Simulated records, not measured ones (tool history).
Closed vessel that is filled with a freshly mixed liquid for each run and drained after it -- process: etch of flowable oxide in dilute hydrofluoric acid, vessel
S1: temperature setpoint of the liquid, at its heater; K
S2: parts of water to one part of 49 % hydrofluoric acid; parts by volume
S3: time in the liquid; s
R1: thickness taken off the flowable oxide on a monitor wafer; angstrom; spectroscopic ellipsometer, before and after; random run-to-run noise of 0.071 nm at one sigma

run  hour      S1  S2  S3      R1
  1   0.0  294.15  90  30  160.19
  2   8.5  293.15  90  30  152.54
  3  14.7  290.15  90  30  133.61
  4  15.6  290.15  60  30  207.35
  5  19.0  290.15  60  30  208.44
     28.2  -- thermometer replaced
  6  28.2  290.15  70  30  185.33
  7  31.0  290.15  75  30  175.29

For run 8, what comes out?
  8  40.3  290.15  110  30   ?

{"run 8": {"R1": 113.56}}
